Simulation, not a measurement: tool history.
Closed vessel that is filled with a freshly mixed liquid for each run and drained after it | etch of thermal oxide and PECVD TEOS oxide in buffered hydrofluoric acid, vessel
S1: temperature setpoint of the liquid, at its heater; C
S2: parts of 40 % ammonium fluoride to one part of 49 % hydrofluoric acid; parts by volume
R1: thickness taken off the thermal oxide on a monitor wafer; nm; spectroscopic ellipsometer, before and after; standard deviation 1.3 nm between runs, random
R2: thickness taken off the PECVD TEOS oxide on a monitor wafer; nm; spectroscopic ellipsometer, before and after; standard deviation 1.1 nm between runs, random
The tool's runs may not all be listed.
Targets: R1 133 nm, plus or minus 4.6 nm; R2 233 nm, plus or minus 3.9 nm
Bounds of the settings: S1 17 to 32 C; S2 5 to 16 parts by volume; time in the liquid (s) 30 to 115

{"run": 1, "hour": 0.0, "S1": 24, "S2": 9.5, "time in the liquid (s)": 60, "R1": 74.954, "R2": 131.62}
{"run": 2, "hour": 5.3, "S1": 25.5, "S2": 9, "time in the liquid (s)": 60, "R1": 85.94, "R2": 147.56}
{"run": 3, "hour": 6.3, "S1": 25.5, "S2": 11, "time in the liquid (s)": 60, "R1": 72.697, "R2": 125.42}
{"run": 4, "hour": 14.6, "S1": 29, "S2": 11, "time in the liquid (s)": 60, "R1": 89.395, "R2": 151.92}
{"run": 5, "hour": 19.9, "S1": 27, "S2": 11, "time in the liquid (s)": 60, "R1": 77.414, "R2": 136.89}
{"run": 6, "hour": 28.4, "S1": 27, "S2": 13, "time in the liquid (s)": 60, "R1": 66.701, "R2": 116.15}
{"run": 7, "hour": 33.0, "S1": 31, "S2": 10, "time in the liquid (s)": 60, "R1": 106.57, "R2": 185.39}
{"run": 8, "hour": 35.0, "S1": 31, "S2": 9.5, "time in the liquid (s)": 60, "R1": 110.3, "R2": 191.88}
{"run": 9, "hour": 41.3, "S1": 31, "S2": 9, "time in the liquid (s)": 60, "R1": 113.25, "R2": 197.71}
{"run": 10, "hour": 47.1, "S1": 31, "S2": 8.5, "time in the liquid (s)": 60, "R1": 120.53, "R2": 211.53}

4 next moves are on the table. One of them brings every result within its allowed miss. Which?
{"run": "A", "hour": 52.9, "S1": 32, "S2": 10.5, "time in the liquid (s)": 75, "R1": "?", "R2": "?"}
{"run": "B", "hour": 52.9, "S1": 32, "S2": 8.5, "time in the liquid (s)": 60, "R1": "?", "R2": "?"}
{"run": "C", "hour": 52.9, "S1": 31.5, "S2": 10, "time in the liquid (s)": 70, "R1": "?", "R2": "?"}
{"run": "D", "hour": 52.9, "S1": 31.5, "S2": 8, "time in the liquid (s)": 50, "R1": "?", "R2": "?"}

move=A R1=132.44 R2=232.97
move=B R1=126.27 R2=222.11
move=C R1=126.29 R2=222.15
move=D R1=109.48 R2=192.58
A: meets every target
B: closer than the last run, but not yet in spec
C: closer than the last run, but not yet in spec
D: further off than the last run
A meets every target.
